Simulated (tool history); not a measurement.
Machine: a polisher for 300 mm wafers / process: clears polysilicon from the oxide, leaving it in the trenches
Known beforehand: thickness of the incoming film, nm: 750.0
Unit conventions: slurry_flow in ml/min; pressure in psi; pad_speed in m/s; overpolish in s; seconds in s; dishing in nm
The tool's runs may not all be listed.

Run 1, hour 0.0: slurry_flow 265 ml/min, pressure 2.9 psi, pad_speed 0.82 m/s, overpolish 9 s. Result: seconds 63.263 s, dishing 60.982 nm.
Run 2, hour 4.0: slurry_flow 265 ml/min, pressure 2.9 psi, pad_speed 0.96 m/s, overpolish 9 s. Result: seconds 51.181 s, dishing 63.740 nm.
Run 3, hour 12.3: slurry_flow 210 ml/min, pressure 2.9 psi, pad_speed 0.96 m/s, overpolish 9 s. Result: seconds 54.229 s, dishing 62.266 nm.
Run 4, hour 20.2: slurry_flow 205 ml/min, pressure 2.6 psi, pad_speed 0.92 m/s, overpolish 9 s. Result: seconds 63.773 s, dishing 60.454 nm.
Run 5, hour 27.9: slurry_flow 205 ml/min, pressure 2.1 psi, pad_speed 0.92 m/s, overpolish 9 s. Result: seconds 77.003 s, dishing 56.252 nm.
Run 6, hour 28.5: slurry_flow 160 ml/min, pressure 2.1 psi, pad_speed 0.92 m/s, overpolish 9 s. Result: seconds 83.134 s, dishing 53.096 nm.
Run 7, hour 31.9: slurry_flow 160 ml/min, pressure 2.0 psi, pad_speed 0.90 m/s, overpolish 9 s. Result: seconds 88.876 s, dishing 50.467 nm.

Run 8 comes next. What will it give?
Run 8, hour 37.9: slurry_flow 160 ml/min, pressure 1.9 psi, pad_speed 0.88 m/s, overpolish 9 s. Result: seconds ?, dishing ?.

Run 8 measured seconds 93.375 s, dishing 50.249 nm.
